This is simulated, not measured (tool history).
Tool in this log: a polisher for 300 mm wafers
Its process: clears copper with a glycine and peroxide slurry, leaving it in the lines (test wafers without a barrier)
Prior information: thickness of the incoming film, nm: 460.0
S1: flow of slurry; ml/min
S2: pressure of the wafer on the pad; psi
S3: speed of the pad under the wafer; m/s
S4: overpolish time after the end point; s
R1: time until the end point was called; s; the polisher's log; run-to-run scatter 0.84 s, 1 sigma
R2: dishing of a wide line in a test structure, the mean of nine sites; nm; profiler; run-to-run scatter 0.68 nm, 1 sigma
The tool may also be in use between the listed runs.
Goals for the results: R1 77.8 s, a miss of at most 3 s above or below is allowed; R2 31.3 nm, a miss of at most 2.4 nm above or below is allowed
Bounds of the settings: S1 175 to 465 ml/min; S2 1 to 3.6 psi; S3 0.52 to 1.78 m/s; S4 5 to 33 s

| run | hour | S1 | S2 | S3 | S4 | R1 | R2 |
|---|---|---|---|---|---|---|---|
| 1 | 0 | 295 | 2.3 | 1.14 | 17 | 102.72 | 53.945 |
| 2 | 2.1 | 295 | 2 | 1.14 | 17 | 114.02 | 49.426 |
| 3 | 8.2 | 250 | 2 | 1.14 | 17 | 115.75 | 49.166 |
| 4 | 9.7 | 250 | 2 | 1.14 | 14 | 114.72 | 40.418 |
| 5 | 15 | 235 | 2.2 | 1.16 | 12 | 107.99 | 37.663 |
| 6 | 21.1 | 225 | 2.4 | 1.18 | 11 | 99.731 | 37.176 |
| 7 | 29.3 | 225 | 2.6 | 1.18 | 10 | 93.362 | 35.545 |
| 8 | 36.6 | 230 | 2.7 | 1.18 | 9 | 92.311 | 32.935 |
| 9 | 44.9 | 230 | 2.8 | 1.18 | 9 | 89.394 | 35.069 |

Exactly one of the 5 candidate moves below puts every result within its allowed miss. Which one?
| A | 53.2 | 175 | 3.4 | 1.44 | 5 | ? | ? |
| B | 53.2 | 175 | 2.8 | 1.06 | 9 | ? | ? |
| C | 53.2 | 190 | 2.9 | 1.2 | 9 | ? | ? |
| D | 53.2 | 220 | 2.5 | 1.06 | 12 | ? | ? |
| E | 53.2 | 270 | 2.7 | 1.44 | 7 | ? | ? |

| move | R1 | R2 |
|---|---|---|
| A | 69.757 | 26.637 |
| B | 100.51 | 32.642 |
| C | 88.847 | 36.45 |
| D | 105.59 | 40.304 |
| E | 78.99 | 32.21 |
A: carries the result that was furthest off beyond its target, to the other side
B: lands further from the targets than the last run did
C: just as far off the targets as the last run
D: lands further from the targets than the last run did
E: all results in spec
So the answer is move E, the one that meets all the targets.
